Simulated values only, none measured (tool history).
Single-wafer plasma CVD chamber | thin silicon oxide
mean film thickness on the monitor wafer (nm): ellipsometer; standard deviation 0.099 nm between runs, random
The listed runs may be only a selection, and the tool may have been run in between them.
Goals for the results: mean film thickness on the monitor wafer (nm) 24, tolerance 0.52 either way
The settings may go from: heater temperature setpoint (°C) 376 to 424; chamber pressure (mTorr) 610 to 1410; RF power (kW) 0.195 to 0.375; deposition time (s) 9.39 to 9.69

| run | hour | heater temperature setpoint (°C) | chamber pressure (mTorr) | RF power (kW) | deposition time (s) | mean film thickness on the monitor wafer (nm) |
|---|---|---|---|---|---|---|
| 1 | 0 | 400 | 1010 | 0.285 | 9.39 | 19.546 |
| 2 | 2.1 | 400 | 1010 | 0.285 | 9.39 | 19.575 |
| 3 | 8.7 | 400 | 1060 | 0.285 | 9.39 | 20.513 |
| 4 | 11.8 | 400 | 1060 | 0.285 | 9.39 | 20.593 |
| 5 | 18.5 | 400 | 1090 | 0.285 | 9.39 | 21.152 |
| 6 | 25.8 | 400 | 1090 | 0.285 | 9.69 | 21.806 |
| 7 | 31.2 | 400 | 1110 | 0.285 | 9.69 | 22.232 |
| 8 | 32.2 | 400 | 1130 | 0.285 | 9.69 | 22.44 |
| 9 | 34.4 | 400 | 1150 | 0.285 | 9.69 | 22.746 |
| 10 | 43.2 | 400 | 1160 | 0.285 | 9.69 | 22.933 |
| 11 | 44.9 | 400 | 1160 | 0.285 | 9.69 | 22.959 |
| 12 | 46.5 | 400 | 1170 | 0.285 | 9.69 | 22.86 |

Exactly one of the 4 candidate moves below puts every result within its allowed miss. Which one?
| A | 48.1 | 406 | 1070 | 0.295 | 9.69 | ? |
| B | 48.1 | 403 | 1120 | 0.275 | 9.69 | ? |
| C | 48.1 | 399 | 1220 | 0.295 | 9.67 | ? |
| D | 48.1 | 406 | 1170 | 0.27 | 9.39 | ? |

| move | mean film thickness on the monitor wafer (nm) |
|---|---|
| A | 21.601 |
| B | 21.914 |
| C | 23.83 |
| D | 21.684 |
A: lands further from the targets than the last run did
B: lands further from the targets than the last run did
C: meets every target
D: lands further from the targets than the last run did
Correct choice: C, which meets every target

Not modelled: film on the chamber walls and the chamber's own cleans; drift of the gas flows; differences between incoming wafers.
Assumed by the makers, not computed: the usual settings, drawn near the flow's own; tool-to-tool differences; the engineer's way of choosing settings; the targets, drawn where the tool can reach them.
